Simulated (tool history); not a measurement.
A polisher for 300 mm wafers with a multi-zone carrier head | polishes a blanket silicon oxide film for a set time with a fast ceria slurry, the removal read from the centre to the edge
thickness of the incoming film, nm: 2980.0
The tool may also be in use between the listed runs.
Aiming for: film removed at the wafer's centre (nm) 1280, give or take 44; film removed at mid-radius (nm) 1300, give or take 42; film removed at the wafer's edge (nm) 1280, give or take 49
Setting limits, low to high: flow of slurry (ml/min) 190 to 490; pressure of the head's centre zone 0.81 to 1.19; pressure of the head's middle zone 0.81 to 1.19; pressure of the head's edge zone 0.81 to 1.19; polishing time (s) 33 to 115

run    day  flow of slurry (ml/min)  pressure of the head's centre zone  pressure of the head's middle zone  pressure of the head's edge zone  polishing time (s)  film removed at the wafer's centre (nm)  film removed at mid-radius (nm)  film removed at the wafer's edge (nm)
  1      0                      315                                   1                                   1                                 1                  73                                   1038.4                           1087.8                                 1103.1
  2  0.162                      320                                1.03                                1.02                              1.03                  74                                   1082.7                           1134.2                                 1113.2
  3  0.321                      320                                1.04                                1.02                              1.04                  76                                   1123.1                           1151.4                                 1142.6
  4  0.388                      325                                1.04                                1.02                              1.05                  78                                   1137.1                           1186.4                                 1184.9
  5  0.512                      325                                1.05                                1.02                              1.06                  79                                   1181.8                           1186.8                                 1191.2
  6  0.704                      325                                1.05                                1.02                              1.06                  71                                   1042.5                           1080.8                                 1090.5
  7  0.862                      330                                1.06                                1.03                              1.08                  74                                   1119.8                           1133.6                                 1139.1
  8  1.154                      335                                1.07                                1.04                               1.1                  75                                   1135.7                           1161.7                                 1176.9
  9   1.35                      365                                1.17                                1.12                              1.16                  79                                   1352.4                           1321.8                                 1282.5

Exercise: of the 4 proposed moves below, exactly one satisfies all targets within the stated allowed misses. Which move is it?
  A  1.546                      265                                0.92                                 1.1                              1.19                  89                                        ?                                ?                                      ?
  B  1.546                      270                                1.03                                1.11                              1.19                  89                                        ?                                ?                                      ?
  C  1.546                      325                                1.12                                 1.1                              1.15                  81                                        ?                                ?                                      ?
  D  1.546                      370                                1.15                                1.09                              1.19                  86                                        ?                                ?                                      ?

move  film removed at the wafer's centre (nm)  film removed at mid-radius (nm)  film removed at the wafer's edge (nm)
   A                                   1138.9                           1417.5                                 1382.7
   B                                   1277.4                           1430.6                                 1384.6
   C                                   1289.7                           1315.5                                 1255.6
   D                                   1422.9                           1400.9                                 1368.8
A: the result that was furthest off in the last run now lies on the other side of its target
B: puts the biggest miss on target and leaves a different result outside tolerance
C: meets every target
D: misses by more than the last run did
C is the move that brings every result within its allowed miss.
